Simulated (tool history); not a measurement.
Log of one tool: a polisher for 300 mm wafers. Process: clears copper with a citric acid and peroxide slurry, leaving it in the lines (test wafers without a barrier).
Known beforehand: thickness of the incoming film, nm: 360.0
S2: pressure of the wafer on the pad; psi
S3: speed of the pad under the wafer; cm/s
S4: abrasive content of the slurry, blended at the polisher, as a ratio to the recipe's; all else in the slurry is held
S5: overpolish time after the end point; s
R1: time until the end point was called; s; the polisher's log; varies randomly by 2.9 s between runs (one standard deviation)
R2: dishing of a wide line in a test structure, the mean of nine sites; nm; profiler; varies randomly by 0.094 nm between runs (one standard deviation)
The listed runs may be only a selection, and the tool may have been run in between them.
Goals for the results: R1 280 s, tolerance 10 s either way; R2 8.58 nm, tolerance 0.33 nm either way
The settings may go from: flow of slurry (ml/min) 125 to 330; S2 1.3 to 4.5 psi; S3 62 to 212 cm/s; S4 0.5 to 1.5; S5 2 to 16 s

run 1 hour=0 | flow_of_slurry_(ml/min)=210 S2=2.9 S3=136 S4=1 S5=8 | R1=118.29 R2=19.146
run 2 hour=4.9 | flow_of_slurry_(ml/min)=160 S2=2.9 S3=136 S4=1 S5=8 | R1=122.03 R2=18.448
run 3 hour=6.5 | flow_of_slurry_(ml/min)=160 S2=2.9 S3=136 S4=1.1 S5=8 | R1=119.54 R2=19.405
run 4 hour=14.7 | flow_of_slurry_(ml/min)=160 S2=2.9 S3=136 S4=1.1 S5=9 | R1=122.18 R2=21.211
run 5 hour=16.6 | flow_of_slurry_(ml/min)=160 S2=2.6 S3=126 S4=1.05 S5=9 | R1=144.86 R2=17.801
run 6 hour=23.7 | flow_of_slurry_(ml/min)=160 S2=2.3 S3=118 S4=1.05 S5=9 | R1=175.04 R2=15.041
run 7 hour=30.2 | flow_of_slurry_(ml/min)=160 S2=2.1 S3=114 S4=1.05 S5=9 | R1=197.48 R2=13.718
run 8 hour=33.9 | flow_of_slurry_(ml/min)=165 S2=2 S3=112 S4=1 S5=9 | R1=215.28 R2=12.391
run 9 hour=36.8 | flow_of_slurry_(ml/min)=165 S2=2 S3=112 S4=1 S5=9 | R1=210.16 R2=12.32

Of the 5 settings listed for the next run, only one would bring every result within its allowed miss of target. Which one?
run A hour=39.7 | flow_of_slurry_(ml/min)=190 S2=1.6 S3=104 S4=1 S5=8 | R1=? R2=?
run B hour=39.7 | flow_of_slurry_(ml/min)=140 S2=2.1 S3=78 S4=1.15 S5=9 | R1=? R2=?
run C hour=39.7 | flow_of_slurry_(ml/min)=130 S2=1.7 S3=92 S4=1.05 S5=8 | R1=? R2=?
run D hour=39.7 | flow_of_slurry_(ml/min)=160 S2=1.4 S3=110 S4=0.95 S5=9 | R1=? R2=?
run E hour=39.7 | flow_of_slurry_(ml/min)=160 S2=2 S3=96 S4=1.15 S5=8 | R1=? R2=?

move=A R1=280.13 R2=8.7216
move=B R1=280.13 R2=9.8015
move=C R1=303.25 R2=8.0914
move=D R1=311.04 R2=8.8132
move=E R1=238.1 R2=10.219
A: meets every target
B: better than the last run, though not everything is in spec
C: the result that was furthest off in the last run now lies on the other side of its target
D: corrects the largest miss of the last run, while another result sits out of spec
E: better than the last run, though not everything is in spec
So the answer is move A, the one that meets all the targets.

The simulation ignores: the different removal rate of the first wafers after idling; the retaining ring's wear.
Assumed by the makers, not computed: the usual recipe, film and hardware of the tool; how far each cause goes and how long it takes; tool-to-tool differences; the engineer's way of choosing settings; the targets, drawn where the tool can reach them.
